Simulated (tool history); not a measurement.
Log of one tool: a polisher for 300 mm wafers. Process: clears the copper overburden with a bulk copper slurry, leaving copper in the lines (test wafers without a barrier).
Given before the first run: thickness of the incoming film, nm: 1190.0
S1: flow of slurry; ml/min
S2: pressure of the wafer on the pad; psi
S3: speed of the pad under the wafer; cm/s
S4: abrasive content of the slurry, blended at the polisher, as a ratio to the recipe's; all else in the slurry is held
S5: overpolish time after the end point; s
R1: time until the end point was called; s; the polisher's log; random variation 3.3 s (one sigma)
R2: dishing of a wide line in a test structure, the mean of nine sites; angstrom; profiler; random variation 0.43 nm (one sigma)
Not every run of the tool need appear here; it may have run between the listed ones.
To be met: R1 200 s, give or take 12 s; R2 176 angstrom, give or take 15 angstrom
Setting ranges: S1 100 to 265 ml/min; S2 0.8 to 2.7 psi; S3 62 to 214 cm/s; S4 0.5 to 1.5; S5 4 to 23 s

run,hour,S1,S2,S3,S4,S5,R1,R2
1,0,170,1.7,138,1,12,141.31,600.45
2,6.1,170,1.5,140,1,10,155.79,465.81
3,8.9,165,1.4,144,1,9,160.08,424.54
4,12.9,165,1.4,144,1,7,161.73,340.54
5,20.5,165,1.4,144,1.15,7,155.7,351.11
# hour 26.2: worn pad replaced by a new one
6,26.2,150,1.3,146,1.2,6,154.88,306.37
7,27,140,1.2,142,1.25,6,175.8,282.04
8,29.5,130,1.1,144,1.3,6,186.59,267.35
9,33.5,125,1,146,1.35,6,202.7,242.29

Which single option among these 5 for the next run brings every result within its allowed miss of target? Just one does.
A,37.5,105,1,154,1.5,4,?,?
B,37.5,125,1,142,1.35,8,?,?
C,37.5,145,1.2,126,1.05,8,?,?
D,37.5,170,1,138,1.35,8,?,?
E,37.5,145,0.9,160,1.3,10,?,?

move,R1,R2
A,194.58,177.42
B,207.32,301.86
C,202.05,313.92
D,201.36,308.91
E,201.4,361.18
A: every result within its allowed miss
B: moves away from the targets compared with the last run
C: moves away from the targets compared with the last run
D: moves away from the targets compared with the last run
E: moves away from the targets compared with the last run
Answer: A
